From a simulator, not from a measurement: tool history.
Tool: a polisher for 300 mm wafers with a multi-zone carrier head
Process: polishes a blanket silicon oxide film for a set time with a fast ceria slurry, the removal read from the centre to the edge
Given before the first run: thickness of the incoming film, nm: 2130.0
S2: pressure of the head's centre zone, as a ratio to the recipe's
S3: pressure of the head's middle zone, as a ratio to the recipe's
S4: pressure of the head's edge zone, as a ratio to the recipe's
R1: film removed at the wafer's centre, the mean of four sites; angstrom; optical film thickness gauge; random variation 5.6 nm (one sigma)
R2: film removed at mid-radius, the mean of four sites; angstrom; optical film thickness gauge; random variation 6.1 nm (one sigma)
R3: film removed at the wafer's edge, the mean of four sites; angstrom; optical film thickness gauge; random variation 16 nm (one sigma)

run 1 hour=0.0 | flow_of_slurry_(ml/min)=290 S2=1.00 S3=1.00 S4=1.00 polishing_time_(s)=32 | R1=8197.8 R2=8414.2 R3=8534.1
run 2 hour=5.7 | flow_of_slurry_(ml/min)=290 S2=0.96 S3=1.00 S4=1.00 polishing_time_(s)=32 | R1=7874.2 R2=8437.0 R3=8400.4
run 3 hour=12.1 | flow_of_slurry_(ml/min)=290 S2=0.96 S3=1.00 S4=1.04 polishing_time_(s)=32 | R1=7868.0 R2=8383.2 R3=8574.1
run 4 hour=20.8 | flow_of_slurry_(ml/min)=290 S2=1.01 S3=1.00 S4=1.04 polishing_time_(s)=32 | R1=8321.0 R2=8479.3 R3=8647.8
run 5 hour=25.8 | flow_of_slurry_(ml/min)=285 S2=0.99 S3=0.98 S4=1.08 polishing_time_(s)=34 | R1=8590.5 R2=8677.4 R3=9299.2
run 6 hour=32.4 | flow_of_slurry_(ml/min)=260 S2=0.99 S3=0.98 S4=1.08 polishing_time_(s)=34 | R1=8577.4 R2=8814.9 R3=8994.0

Run 7 comes next. What will it give?
run 7 hour=33.9 | flow_of_slurry_(ml/min)=340 S2=1.00 S3=1.07 S4=1.18 polishing_time_(s)=35 | R1=? R2=? R3=?

Logged for run 7: R1 9124.6 angstrom, R2 9868.3 angstrom, R3 10088.0 angstrom.

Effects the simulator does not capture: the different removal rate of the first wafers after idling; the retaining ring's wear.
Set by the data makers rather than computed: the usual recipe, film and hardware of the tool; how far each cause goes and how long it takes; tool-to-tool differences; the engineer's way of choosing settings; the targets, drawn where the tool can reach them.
